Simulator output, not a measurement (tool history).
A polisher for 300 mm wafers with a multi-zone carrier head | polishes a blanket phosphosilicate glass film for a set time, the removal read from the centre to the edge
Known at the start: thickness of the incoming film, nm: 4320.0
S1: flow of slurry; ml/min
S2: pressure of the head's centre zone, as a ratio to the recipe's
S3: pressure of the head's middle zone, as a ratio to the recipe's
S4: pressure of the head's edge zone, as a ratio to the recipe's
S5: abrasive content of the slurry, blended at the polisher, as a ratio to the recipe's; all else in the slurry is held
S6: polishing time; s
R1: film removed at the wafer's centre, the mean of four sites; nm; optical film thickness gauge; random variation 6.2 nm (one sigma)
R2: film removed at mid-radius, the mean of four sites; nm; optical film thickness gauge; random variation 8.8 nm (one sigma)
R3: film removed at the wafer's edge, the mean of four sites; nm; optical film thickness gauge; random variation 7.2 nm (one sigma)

run  hour   S1    S2    S3    S4    S5  S6      R1      R2      R3
  1     0  290     1     1     1     1  45  486.28  475.91  492.75
  2     7  290     1     1  1.08     1  45  481.52  490.05  519.12
  3  15.1  290     1  1.02  1.09     1  45  480.44  484.95  513.54
  4  20.4  290  1.04  1.02  1.09     1  45  512.54  480.11  514.28
  5  23.5  290  1.03  1.04  1.09  1.05  45   509.7   509.4  515.69
     31.9  -- edge zone pressure recalibrated
  6  31.9  290  1.02  1.05   1.1   1.1  45  512.82  514.41  534.53
  7  37.2  290  1.02  1.05   1.1   1.1  45  513.78  521.56  516.53

The next listed run, before its measurement:
  8  39.1  290   1  1.05  1.11  1.15  45   ?   ?   ?

Run 8 gave R1 512.64 nm, R2 524.07 nm, R3 537.23 nm.

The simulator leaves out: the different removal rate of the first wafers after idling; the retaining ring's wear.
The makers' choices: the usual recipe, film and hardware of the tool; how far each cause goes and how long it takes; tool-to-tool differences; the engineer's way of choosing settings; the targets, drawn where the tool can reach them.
